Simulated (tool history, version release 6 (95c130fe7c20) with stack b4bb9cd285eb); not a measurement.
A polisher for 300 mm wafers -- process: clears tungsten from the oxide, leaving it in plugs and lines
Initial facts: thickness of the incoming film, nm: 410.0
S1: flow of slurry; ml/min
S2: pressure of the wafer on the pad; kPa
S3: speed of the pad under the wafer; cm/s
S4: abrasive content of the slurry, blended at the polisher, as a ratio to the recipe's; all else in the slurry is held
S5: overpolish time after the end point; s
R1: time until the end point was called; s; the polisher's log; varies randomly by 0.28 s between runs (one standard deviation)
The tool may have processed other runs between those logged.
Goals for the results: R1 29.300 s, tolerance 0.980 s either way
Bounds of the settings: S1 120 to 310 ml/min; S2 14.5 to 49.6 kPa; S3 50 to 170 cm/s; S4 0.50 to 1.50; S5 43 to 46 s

{"run": 1, "hour": 0.0, "S1": 200, "S2": 31.7, "S3": 110, "S4": 1.0, "S5": 43, "R1": 54.206}
{"run": 2, "hour": 4.6, "S1": 200, "S2": 31.7, "S3": 110, "S4": 1.2, "S5": 43, "R1": 52.453}
{"run": 3, "hour": 5.9, "S1": 200, "S2": 27.6, "S3": 110, "S4": 1.2, "S5": 43, "R1": 59.75}
{"run": 4, "hour": 9.7, "S1": 205, "S2": 33.8, "S3": 110, "S4": 1.2, "S5": 43, "R1": 48.372}
{"run": 5, "hour": 13.5, "S1": 160, "S2": 33.8, "S3": 110, "S4": 1.2, "S5": 43, "R1": 49.85}
{"run": 6, "hour": 14.7, "S1": 160, "S2": 37.9, "S3": 110, "S4": 1.2, "S5": 43, "R1": 44.815}
{"run": 7, "hour": 16.6, "S1": 180, "S2": 46.9, "S3": 122, "S4": 1.2, "S5": 43, "R1": 33.047}
{"run": 8, "hour": 19.9, "S1": 180, "S2": 47.6, "S3": 124, "S4": 1.2, "S5": 43, "R1": 32.567}
{"run": 9, "hour": 23.7, "S1": 180, "S2": 48.3, "S3": 126, "S4": 1.2, "S5": 43, "R1": 31.327}

Below are 4 possible settings for the next run. Only one of them brings all results inside the allowed miss of their targets. Which is it?
{"run": "A", "hour": 27.5, "S1": 195, "S2": 48.3, "S3": 132, "S4": 1.2, "S5": 43, "R1": "?"}
{"run": "B", "hour": 27.5, "S1": 215, "S2": 49.6, "S3": 138, "S4": 1.15, "S5": 43, "R1": "?"}
{"run": "C", "hour": 27.5, "S1": 170, "S2": 49.6, "S3": 142, "S4": 1.25, "S5": 43, "R1": "?"}
{"run": "D", "hour": 27.5, "S1": 195, "S2": 49.6, "S3": 142, "S4": 1.2, "S5": 43, "R1": "?"}

move=A R1=29.338
move=B R1=27.530
move=C R1=26.842
move=D R1=26.767
A: every result within its allowed miss
B: takes the biggest miss from the last run beyond its target
C: takes the biggest miss from the last run beyond its target
D: takes the biggest miss from the last run beyond its target
The move that meets every target is A.
